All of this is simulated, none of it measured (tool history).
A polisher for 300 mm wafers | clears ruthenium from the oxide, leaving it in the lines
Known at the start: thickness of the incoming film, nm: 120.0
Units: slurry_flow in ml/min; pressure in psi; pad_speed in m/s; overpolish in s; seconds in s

Run 1, hour 0: slurry_flow 155 ml/min, pressure 1.6 psi, pad_speed 0.88 m/s, overpolish 8 s. Result: seconds 186.05 s.
Run 2, hour 4.7: slurry_flow 155 ml/min, pressure 1.8 psi, pad_speed 0.88 m/s, overpolish 8 s. Result: seconds 165.35 s.
Run 3, hour 12.8: slurry_flow 155 ml/min, pressure 1.8 psi, pad_speed 0.74 m/s, overpolish 8 s. Result: seconds 199.75 s.
Run 4, hour 16.3: slurry_flow 155 ml/min, pressure 2 psi, pad_speed 0.74 m/s, overpolish 8 s. Result: seconds 179.6 s.
Run 5, hour 20.7: slurry_flow 155 ml/min, pressure 1.8 psi, pad_speed 0.74 m/s, overpolish 8 s. Result: seconds 195.96 s.
Run 6, hour 23: slurry_flow 155 ml/min, pressure 1.6 psi, pad_speed 0.74 m/s, overpolish 8 s. Result: seconds 216.36 s.
Run 7, hour 31.3: slurry_flow 155 ml/min, pressure 1.5 psi, pad_speed 0.74 m/s, overpolish 8 s. Result: seconds 235.83 s.
Run 8, hour 33.2: slurry_flow 155 ml/min, pressure 1.4 psi, pad_speed 0.74 m/s, overpolish 8 s. Result: seconds 251.21 s.
Run 9, hour 41.2: slurry_flow 155 ml/min, pressure 1.3 psi, pad_speed 0.74 m/s, overpolish 8 s. Result: seconds 273.41 s.

The next listed run, before its measurement:
Run 10, hour 45.4: slurry_flow 155 ml/min, pressure 1.2 psi, pad_speed 0.74 m/s, overpolish 8 s. Result: seconds ?.

seconds: 287.53 s

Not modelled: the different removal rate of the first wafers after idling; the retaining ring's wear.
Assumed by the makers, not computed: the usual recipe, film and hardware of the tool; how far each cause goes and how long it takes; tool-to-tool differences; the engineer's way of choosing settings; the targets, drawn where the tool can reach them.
